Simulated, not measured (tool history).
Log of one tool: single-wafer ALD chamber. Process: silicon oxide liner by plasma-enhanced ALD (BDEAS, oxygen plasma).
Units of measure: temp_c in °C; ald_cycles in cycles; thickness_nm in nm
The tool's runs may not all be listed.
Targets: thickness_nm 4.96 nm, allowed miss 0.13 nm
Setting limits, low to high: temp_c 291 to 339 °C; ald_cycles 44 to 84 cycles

| run | hour | temp_c | ald_cycles | thickness_nm |
|---|---|---|---|---|
| 1 | 0 | 315 | 64 | 5.5204 |
| 2 | 6.1 | 315 | 70 | 6.039 |
| 3 | 8 | 316 | 66 | 5.7068 |
| 4 | 16.5 | 316 | 59 | 5.1247 |
| 5 | 18.2 | 316 | 51 | 4.4254 |
| 6 | 22.4 | 316 | 53 | 4.5603 |
| 7 | 24.4 | 316 | 53 | 4.6048 |
| 8 | 30.6 | 315 | 59 | 5.1056 |

Exactly one of the 4 candidate moves below puts every result within its allowed miss. Which one?
| A | 36.8 | 320 | 62 | ? |
| B | 36.8 | 322 | 62 | ? |
| C | 36.8 | 312 | 57 | ? |
| D | 36.8 | 298 | 59 | ? |

| move | thickness_nm |
|---|---|
| A | 5.3429 |
| B | 5.329 |
| C | 4.9631 |
| D | 5.2345 |
A: further off than the last run
B: further off than the last run
C: in spec on every target
D: further off than the last run
C is the move that brings every result within its allowed miss.
